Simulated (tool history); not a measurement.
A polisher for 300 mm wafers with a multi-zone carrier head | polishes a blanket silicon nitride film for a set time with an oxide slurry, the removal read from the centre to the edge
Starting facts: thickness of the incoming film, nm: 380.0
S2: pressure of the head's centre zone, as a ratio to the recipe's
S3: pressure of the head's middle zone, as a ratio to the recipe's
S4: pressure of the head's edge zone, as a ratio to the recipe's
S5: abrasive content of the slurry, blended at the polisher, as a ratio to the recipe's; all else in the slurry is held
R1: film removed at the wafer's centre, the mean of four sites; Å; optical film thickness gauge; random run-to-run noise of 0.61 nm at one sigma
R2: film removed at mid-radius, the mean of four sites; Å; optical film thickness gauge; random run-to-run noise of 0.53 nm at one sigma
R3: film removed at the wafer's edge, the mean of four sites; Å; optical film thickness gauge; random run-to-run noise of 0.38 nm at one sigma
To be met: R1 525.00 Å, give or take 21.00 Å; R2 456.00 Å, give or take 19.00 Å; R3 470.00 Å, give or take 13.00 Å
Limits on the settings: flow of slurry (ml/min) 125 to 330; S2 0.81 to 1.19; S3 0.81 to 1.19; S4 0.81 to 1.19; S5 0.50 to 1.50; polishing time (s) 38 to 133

{"run": 1, "hour": 0.0, "flow of slurry (ml/min)": 210, "S2": 1.0, "S3": 1.0, "S4": 1.0, "S5": 1.0, "polishing time (s)": 85, "R1": 725.26, "R2": 721.99, "R3": 737.09}
{"run": 2, "hour": 1.6, "flow of slurry (ml/min)": 210, "S2": 1.0, "S3": 1.0, "S4": 1.0, "S5": 1.2, "polishing time (s)": 85, "R1": 790.47, "R2": 787.37, "R3": 799.21}
{"run": 3, "hour": 2.8, "flow of slurry (ml/min)": 210, "S2": 1.01, "S3": 0.99, "S4": 0.98, "S5": 1.1, "polishing time (s)": 83, "R1": 754.56, "R2": 720.59, "R3": 725.16}
{"run": 4, "hour": 8.0, "flow of slurry (ml/min)": 245, "S2": 1.01, "S3": 0.99, "S4": 0.98, "S5": 1.1, "polishing time (s)": 83, "R1": 758.84, "R2": 741.66, "R3": 742.91}
{"run": 5, "hour": 9.3, "flow of slurry (ml/min)": 240, "S2": 1.01, "S3": 0.97, "S4": 0.96, "S5": 1.0, "polishing time (s)": 82, "R1": 729.7, "R2": 698.75, "R3": 697.93}
{"hour": 17.8, "done": "edge zone pressure recalibrated"}
{"run": 6, "hour": 17.8, "flow of slurry (ml/min)": 240, "S2": 1.01, "S3": 1.03, "S4": 0.96, "S5": 1.0, "polishing time (s)": 82, "R1": 731.36, "R2": 738.16, "R3": 662.01}
{"run": 7, "hour": 22.9, "flow of slurry (ml/min)": 235, "S2": 1.01, "S3": 1.01, "S4": 0.94, "S5": 0.95, "polishing time (s)": 81, "R1": 692.78, "R2": 689.55, "R3": 627.82}
{"run": 8, "hour": 27.7, "flow of slurry (ml/min)": 195, "S2": 1.02, "S3": 0.91, "S4": 0.84, "S5": 0.7, "polishing time (s)": 79, "R1": 556.98, "R2": 494.86, "R3": 483.7}
{"run": 9, "hour": 33.3, "flow of slurry (ml/min)": 195, "S2": 1.02, "S3": 0.91, "S4": 0.84, "S5": 0.7, "polishing time (s)": 79, "R1": 553.09, "R2": 487.48, "R3": 477.15}
{"run": 10, "hour": 38.1, "flow of slurry (ml/min)": 190, "S2": 1.02, "S3": 0.91, "S4": 0.84, "S5": 0.7, "polishing time (s)": 79, "R1": 555.79, "R2": 496.17, "R3": 474.95}
{"run": 11, "hour": 43.8, "flow of slurry (ml/min)": 185, "S2": 1.02, "S3": 0.9, "S4": 0.84, "S5": 0.7, "polishing time (s)": 79, "R1": 559.2, "R2": 491.17, "R3": 477.73}
{"run": 12, "hour": 48.1, "flow of slurry (ml/min)": 185, "S2": 1.01, "S3": 0.89, "S4": 0.84, "S5": 0.7, "polishing time (s)": 79, "R1": 536.8, "R2": 485.58, "R3": 476.34}
{"run": 13, "hour": 56.6, "flow of slurry (ml/min)": 185, "S2": 1.01, "S3": 0.88, "S4": 0.84, "S5": 0.7, "polishing time (s)": 79, "R1": 540.5, "R2": 476.06, "R3": 473.92}
{"run": 14, "hour": 58.8, "flow of slurry (ml/min)": 185, "S2": 1.01, "S3": 0.88, "S4": 0.84, "S5": 0.7, "polishing time (s)": 79, "R1": 528.85, "R2": 466.79, "R3": 471.43}

5 candidate next runs follow, results not yet known. Just one meets every target within its allowed miss. Identify it.
{"run": "A", "hour": 61.0, "flow of slurry (ml/min)": 165, "S2": 1.02, "S3": 0.94, "S4": 0.81, "S5": 0.75, "polishing time (s)": 77, "R1": "?", "R2": "?", "R3": "?"}
{"run": "B", "hour": 61.0, "flow of slurry (ml/min)": 125, "S2": 1.09, "S3": 0.91, "S4": 0.91, "S5": 0.7, "polishing time (s)": 80, "R1": "?", "R2": "?", "R3": "?"}
{"run": "C", "hour": 61.0, "flow of slurry (ml/min)": 160, "S2": 1.08, "S3": 0.9, "S4": 0.81, "S5": 0.65, "polishing time (s)": 85, "R1": "?", "R2": "?", "R3": "?"}
{"run": "D", "hour": 61.0, "flow of slurry (ml/min)": 180, "S2": 0.96, "S3": 0.97, "S4": 0.81, "S5": 0.75, "polishing time (s)": 74, "R1": "?", "R2": "?", "R3": "?"}
{"run": "E", "hour": 61.0, "flow of slurry (ml/min)": 165, "S2": 1.04, "S3": 0.93, "S4": 0.88, "S5": 0.6, "polishing time (s)": 89, "R1": "?", "R2": "?", "R3": "?"}

move=A R1=553.62 R2=508.99 R3=468.31
move=B R1=543.55 R2=460.39 R3=467.92
move=C R1=583.05 R2=489.69 R3=468.38
move=D R1=511.53 R2=510.76 R3=455.36
move=E R1=560.00 R2=500.76 R3=482.51
A: its largest miss is bigger than the last run's
B: all results land within tolerance of their targets
C: its largest miss is bigger than the last run's
D: its largest miss is bigger than the last run's
E: its largest miss is bigger than the last run's
B meets every target.
